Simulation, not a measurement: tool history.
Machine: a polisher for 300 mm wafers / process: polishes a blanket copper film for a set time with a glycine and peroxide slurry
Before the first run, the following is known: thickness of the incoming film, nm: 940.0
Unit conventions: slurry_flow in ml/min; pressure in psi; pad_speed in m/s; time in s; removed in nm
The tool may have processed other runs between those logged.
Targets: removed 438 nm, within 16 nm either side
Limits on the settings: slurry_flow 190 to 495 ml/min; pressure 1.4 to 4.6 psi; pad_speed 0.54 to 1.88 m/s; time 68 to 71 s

{"run": 1, "hour": 0.0, "slurry_flow": 320, "pressure": 3, "pad_speed": 1.2, "time": 68, "removed": 558.79}
{"run": 2, "hour": 3.0, "slurry_flow": 320, "pressure": 3, "pad_speed": 1.2, "time": 71, "removed": 594.4}
{"run": 3, "hour": 7.1, "slurry_flow": 375, "pressure": 3, "pad_speed": 1.2, "time": 71, "removed": 592.57}
{"run": 4, "hour": 15.2, "slurry_flow": 375, "pressure": 3.5, "pad_speed": 1.2, "time": 71, "removed": 681.68}
{"run": 5, "hour": 17.1, "slurry_flow": 410, "pressure": 3.5, "pad_speed": 1.2, "time": 71, "removed": 682.15}
{"run": 6, "hour": 19.0, "slurry_flow": 410, "pressure": 3.2, "pad_speed": 1.18, "time": 71, "removed": 633.75}
{"run": 7, "hour": 22.5, "slurry_flow": 410, "pressure": 2.9, "pad_speed": 1.16, "time": 71, "removed": 574.15}
{"hour": 30.3, "done": "head pressure recalibrated"}
{"run": 8, "hour": 30.3, "slurry_flow": 410, "pressure": 2.7, "pad_speed": 1.16, "time": 71, "removed": 487.59}
{"run": 9, "hour": 37.6, "slurry_flow": 410, "pressure": 2.6, "pad_speed": 1.16, "time": 71, "removed": 470.63}
{"run": 10, "hour": 40.5, "slurry_flow": 410, "pressure": 2.5, "pad_speed": 1.16, "time": 71, "removed": 455.5}

Pick the move, out of 5, that brings all results within their allowed miss; only one does.
{"run": "A", "hour": 43.4, "slurry_flow": 335, "pressure": 2.6, "pad_speed": 1.14, "time": 68, "removed": "?"}
{"run": "B", "hour": 43.4, "slurry_flow": 390, "pressure": 2.5, "pad_speed": 1.36, "time": 71, "removed": "?"}
{"run": "C", "hour": 43.4, "slurry_flow": 415, "pressure": 2.1, "pad_speed": 1.52, "time": 71, "removed": "?"}
{"run": "D", "hour": 43.4, "slurry_flow": 450, "pressure": 3, "pad_speed": 0.98, "time": 71, "removed": "?"}
{"run": "E", "hour": 43.4, "slurry_flow": 380, "pressure": 2.7, "pad_speed": 1.16, "time": 69, "removed": "?"}

move=A removed=435.69
move=B removed=493.87
move=C removed=458.64
move=D removed=480.2
move=E removed=464.97
A: all results land within tolerance of their targets
B: lands further from the targets than the last run did
C: lands further from the targets than the last run did
D: lands further from the targets than the last run did
E: lands further from the targets than the last run did
A meets every target.

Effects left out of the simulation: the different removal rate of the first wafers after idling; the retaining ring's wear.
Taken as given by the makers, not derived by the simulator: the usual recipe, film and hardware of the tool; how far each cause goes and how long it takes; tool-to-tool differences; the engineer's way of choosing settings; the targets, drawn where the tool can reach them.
